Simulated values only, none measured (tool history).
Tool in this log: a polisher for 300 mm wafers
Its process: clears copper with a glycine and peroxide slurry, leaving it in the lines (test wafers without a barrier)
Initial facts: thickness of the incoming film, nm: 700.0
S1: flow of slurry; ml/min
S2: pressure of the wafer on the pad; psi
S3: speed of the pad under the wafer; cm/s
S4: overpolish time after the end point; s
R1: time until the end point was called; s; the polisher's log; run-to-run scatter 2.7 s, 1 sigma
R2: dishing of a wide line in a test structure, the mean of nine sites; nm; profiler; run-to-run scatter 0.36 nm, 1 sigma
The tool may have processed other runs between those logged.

run 1 hour=0 | S1=270 S2=2.6 S3=100 S4=29 | R1=176.33 R2=67.276
run 2 hour=6.8 | S1=250 S2=2.3 S3=108 S4=25 | R1=180.5 R2=59.624
run 3 hour=12.9 | S1=250 S2=1.7 S3=108 S4=25 | R1=200.26 R2=54.789
run 4 hour=19.9 | S1=250 S2=1.7 S3=108 S4=20 | R1=200.81 R2=47.223
run 5 hour=24.7 | S1=285 S2=1.6 S3=110 S4=18 | R1=201.38 R2=43.683
run 6 hour=33 | S1=335 S2=1.6 S3=110 S4=18 | R1=194.51 R2=43.228
run 7 hour=38.7 | S1=350 S2=1.5 S3=112 S4=16 | R1=202.91 R2=39.425
run 8 hour=46.5 | S1=365 S2=1.4 S3=116 S4=15 | R1=201.02 R2=37.998
run 9 hour=47.9 | S1=375 S2=1.4 S3=120 S4=14 | R1=191.35 R2=35.935
run 10 hour=49.2 | S1=385 S2=1.4 S3=124 S4=13 | R1=184.36 R2=35.946
run 11 hour=51.5 | S1=390 S2=1.4 S3=126 S4=12 | R1=186.96 R2=32.723
run 12 hour=52.1 | S1=390 S2=1.4 S3=130 S4=11 | R1=178.46 R2=32.033
run 13 hour=55.5 | S1=390 S2=1.4 S3=132 S4=11 | R1=173.79 R2=31.846
run 14 hour=59.8 | S1=390 S2=1.4 S3=134 S4=11 | R1=171.81 R2=32.306

Run 15 is up next; what results do you expect?
run 15 hour=64.7 | S1=390 S2=1.4 S3=136 S4=11 | R1=? R2=?

{"run 15": {"R1": 174.49, "R2": 32.116}}
